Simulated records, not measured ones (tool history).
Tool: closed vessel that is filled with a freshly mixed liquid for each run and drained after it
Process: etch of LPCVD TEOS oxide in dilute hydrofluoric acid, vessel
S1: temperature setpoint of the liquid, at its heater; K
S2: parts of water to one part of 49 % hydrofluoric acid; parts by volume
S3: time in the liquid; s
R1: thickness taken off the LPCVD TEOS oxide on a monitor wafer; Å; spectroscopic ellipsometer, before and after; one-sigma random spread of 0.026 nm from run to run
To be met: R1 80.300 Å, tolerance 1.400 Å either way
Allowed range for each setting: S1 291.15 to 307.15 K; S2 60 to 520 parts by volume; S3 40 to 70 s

Run 1, hour 0.0: S1 299.15 K, S2 290 parts by volume, S3 70 s. Result: R1 47.934 Å.
Run 2, hour 2.0: S1 300.15 K, S2 280 parts by volume, S3 70 s. Result: R1 52.128 Å.
Run 3, hour 11.2: S1 300.15 K, S2 280 parts by volume, S3 40 s. Result: R1 29.959 Å.
Run 4, hour 17.6: S1 298.65 K, S2 250 parts by volume, S3 40 s. Result: R1 32.575 Å.
Run 5, hour 19.5: S1 298.65 K, S2 250 parts by volume, S3 70 s. Result: R1 57.280 Å.
Run 6, hour 23.6: S1 298.65 K, S2 150 parts by volume, S3 70 s. Result: R1 106.880 Å.
Run 7, hour 26.8: S1 294.65 K, S2 160 parts by volume, S3 70 s. Result: R1 84.687 Å.
Run 8, hour 31.6: S1 294.15 K, S2 160 parts by volume, S3 70 s. Result: R1 83.285 Å.

Of the 4 settings listed for the next run, only one would bring every result within its allowed miss of target. Which one?
Run A, hour 36.4: S1 291.15 K, S2 145 parts by volume, S3 70 s. Result: R1 ?.
Run B, hour 36.4: S1 291.15 K, S2 90 parts by volume, S3 40 s. Result: R1 ?.
Run C, hour 36.4: S1 291.65 K, S2 145 parts by volume, S3 70 s. Result: R1 ?.
Run D, hour 36.4: S1 292.65 K, S2 100 parts by volume, S3 40 s. Result: R1 ?.

move      R1
   A  82.471
   B  80.388
   C  84.163
   D  76.179
A: nearer the targets than the last run, but a result is still out of spec
B: meets every target
C: moves away from the targets compared with the last run
D: the result that was furthest off in the last run now lies on the other side of its target
B meets every target.
